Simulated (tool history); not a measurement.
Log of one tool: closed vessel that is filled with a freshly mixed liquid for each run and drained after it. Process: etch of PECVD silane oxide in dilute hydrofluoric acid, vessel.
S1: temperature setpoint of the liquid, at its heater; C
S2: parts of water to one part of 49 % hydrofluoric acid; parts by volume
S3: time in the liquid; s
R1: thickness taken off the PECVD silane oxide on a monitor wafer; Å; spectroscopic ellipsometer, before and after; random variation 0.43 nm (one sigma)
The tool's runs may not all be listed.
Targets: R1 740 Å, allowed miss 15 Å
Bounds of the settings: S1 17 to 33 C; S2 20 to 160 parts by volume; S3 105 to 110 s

Run 1, day 0: S1 25 C, S2 90 parts by volume, S3 105 s. Result: R1 470.49 Å.
Run 2, day 0.354: S1 25 C, S2 90 parts by volume, S3 110 s. Result: R1 496.23 Å.
Run 3, day 0.542: S1 26 C, S2 90 parts by volume, S3 110 s. Result: R1 524.13 Å.
Run 4, day 0.921: S1 26 C, S2 90 parts by volume, S3 110 s. Result: R1 516.25 Å.
Run 5, day 1.288: S1 26.5 C, S2 90 parts by volume, S3 110 s. Result: R1 527.96 Å.
Run 6, day 1.542: S1 27 C, S2 90 parts by volume, S3 110 s. Result: R1 534.7 Å.
Run 7, day 1.633: S1 27.5 C, S2 90 parts by volume, S3 110 s. Result: R1 545.56 Å.
Run 8, day 1.833: S1 28 C, S2 90 parts by volume, S3 110 s. Result: R1 558.89 Å.
Run 9, day 1.879: S1 28.5 C, S2 90 parts by volume, S3 110 s. Result: R1 571.37 Å.
Run 10, day 2.175: S1 28.5 C, S2 90 parts by volume, S3 110 s. Result: R1 567.84 Å.
Run 11, day 2.4: S1 29 C, S2 90 parts by volume, S3 110 s. Result: R1 585.21 Å.
Run 12, day 2.721: S1 29.5 C, S2 90 parts by volume, S3 110 s. Result: R1 588.95 Å.
Run 13, day 2.817: S1 30 C, S2 90 parts by volume, S3 110 s. Result: R1 598.41 Å.
Run 14, day 2.912: S1 30.5 C, S2 90 parts by volume, S3 110 s. Result: R1 613.72 Å.
Run 15, day 3.2: S1 31 C, S2 90 parts by volume, S3 110 s. Result: R1 623.31 Å.

4 next moves are on the table. One of them brings every result within its allowed miss. Which?
Run A, day 3.488: S1 31.5 C, S2 75 parts by volume, S3 110 s. Result: R1 ?.
Run B, day 3.488: S1 33 C, S2 80 parts by volume, S3 105 s. Result: R1 ?.
Run C, day 3.488: S1 30 C, S2 75 parts by volume, S3 105 s. Result: R1 ?.
Run D, day 3.488: S1 33 C, S2 80 parts by volume, S3 110 s. Result: R1 ?.

move      R1
   A   778.9
   B  731.68
   C  702.21
   D  766.52
A: takes the result that was furthest off past its target
B: meets every target
C: nearer than the last run, and not there yet
D: takes the result that was furthest off past its target
Answer: B
